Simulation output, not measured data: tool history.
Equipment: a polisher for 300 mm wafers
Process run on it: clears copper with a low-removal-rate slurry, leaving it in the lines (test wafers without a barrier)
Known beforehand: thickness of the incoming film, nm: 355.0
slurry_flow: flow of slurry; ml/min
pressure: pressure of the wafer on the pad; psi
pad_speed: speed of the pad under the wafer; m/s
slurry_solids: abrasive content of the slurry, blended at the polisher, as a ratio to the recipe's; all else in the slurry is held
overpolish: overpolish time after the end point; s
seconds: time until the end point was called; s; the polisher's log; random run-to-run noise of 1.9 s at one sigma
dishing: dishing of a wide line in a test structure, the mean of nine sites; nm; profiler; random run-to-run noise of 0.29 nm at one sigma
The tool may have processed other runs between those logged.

Run 1, hour 0: slurry_flow 310 ml/min, pressure 3.3 psi, pad_speed 0.96 m/s, slurry_solids 1, overpolish 26 s. Result: seconds 110.87 s, dishing 32.724 nm.
Run 2, hour 2.7: slurry_flow 350 ml/min, pressure 3.3 psi, pad_speed 0.96 m/s, slurry_solids 1, overpolish 26 s. Result: seconds 104.34 s, dishing 32.778 nm.
Run 3, hour 8.1: slurry_flow 350 ml/min, pressure 3.3 psi, pad_speed 0.96 m/s, slurry_solids 0.9, overpolish 26 s. Result: seconds 109.4 s, dishing 31.622 nm.
Run 4, hour 11.8: slurry_flow 385 ml/min, pressure 3.3 psi, pad_speed 1 m/s, slurry_solids 0.8, overpolish 21 s. Result: seconds 106.56 s, dishing 29.85 nm.
Run 5, hour 15.8: slurry_flow 410 ml/min, pressure 3.1 psi, pad_speed 1.06 m/s, slurry_solids 0.7, overpolish 18 s. Result: seconds 108.9 s, dishing 27.072 nm.
Run 6, hour 18.7: slurry_flow 410 ml/min, pressure 3.1 psi, pad_speed 1.06 m/s, slurry_solids 0.6, overpolish 18 s. Result: seconds 113.23 s, dishing 26.828 nm.
Run 7, hour 19.4: slurry_flow 430 ml/min, pressure 2.8 psi, pad_speed 1.18 m/s, slurry_solids 0.6, overpolish 15 s. Result: seconds 108.41 s, dishing 23.71 nm.
Run 8, hour 20.8: slurry_flow 440 ml/min, pressure 2.8 psi, pad_speed 1.3 m/s, slurry_solids 0.6, overpolish 8 s. Result: seconds 101.55 s, dishing 16.424 nm.
Run 9, hour 29.2: slurry_flow 440 ml/min, pressure 3 psi, pad_speed 1.26 m/s, slurry_solids 0.6, overpolish 9 s. Result: seconds 95.291 s, dishing 18.842 nm.
Run 10, hour 34.8: slurry_flow 440 ml/min, pressure 3 psi, pad_speed 1.24 m/s, slurry_solids 0.6, overpolish 9 s. Result: seconds 98.771 s, dishing 18.487 nm.
Run 11, hour 39.6: slurry_flow 440 ml/min, pressure 3.1 psi, pad_speed 1.22 m/s, slurry_solids 0.6, overpolish 9 s. Result: seconds 93.644 s, dishing 18.399 nm.

Run 12 comes next. What will it give?
Run 12, hour 43.6: slurry_flow 440 ml/min, pressure 3.1 psi, pad_speed 1.2 m/s, slurry_solids 0.6, overpolish 10 s. Result: seconds ?, dishing ?.

seconds: 97.188 s
dishing: 19.934 nm
